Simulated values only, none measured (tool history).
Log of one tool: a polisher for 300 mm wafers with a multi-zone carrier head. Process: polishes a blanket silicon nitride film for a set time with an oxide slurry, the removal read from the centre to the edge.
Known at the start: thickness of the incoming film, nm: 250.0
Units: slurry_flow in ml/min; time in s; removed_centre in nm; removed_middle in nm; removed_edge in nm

run 1 day=0.000 | slurry_flow=230 centre_zone=1.00 middle_zone=1.00 edge_zone=1.00 slurry_solids=1.00 time=68 | removed_centre=49.018 removed_middle=48.526 removed_edge=49.744
run 2 day=0.221 | slurry_flow=220 centre_zone=1.00 middle_zone=0.97 edge_zone=0.98 slurry_solids=1.00 time=68 | removed_centre=47.331 removed_middle=46.461 removed_edge=48.697
run 3 day=0.312 | slurry_flow=220 centre_zone=1.00 middle_zone=0.97 edge_zone=0.98 slurry_solids=1.00 time=53 | removed_centre=37.637 removed_middle=36.946 removed_edge=37.988
run 4 day=0.467 | slurry_flow=220 centre_zone=1.00 middle_zone=1.04 edge_zone=0.98 slurry_solids=1.00 time=53 | removed_centre=36.699 removed_middle=38.560 removed_edge=37.907
run 5 day=0.771 | slurry_flow=220 centre_zone=1.00 middle_zone=1.04 edge_zone=0.98 slurry_solids=1.00 time=70 | removed_centre=49.789 removed_middle=51.042 removed_edge=50.269
run 6 day=1.108 | slurry_flow=220 centre_zone=1.00 middle_zone=1.04 edge_zone=0.98 slurry_solids=0.90 time=70 | removed_centre=48.371 removed_middle=47.570 removed_edge=48.237
run 7 day=1.242 | slurry_flow=180 centre_zone=0.99 middle_zone=0.94 edge_zone=0.96 slurry_solids=0.85 time=70 | removed_centre=44.578 removed_middle=43.156 removed_edge=45.535

Run 8 comes next. What will it give?
run 8 day=1.267 | slurry_flow=180 centre_zone=0.99 middle_zone=0.94 edge_zone=0.96 slurry_solids=0.85 time=70 | removed_centre=? removed_middle=? removed_edge=?

{"run 8": {"removed_centre": 44.277, "removed_middle": 43.106, "removed_edge": 46.156}}
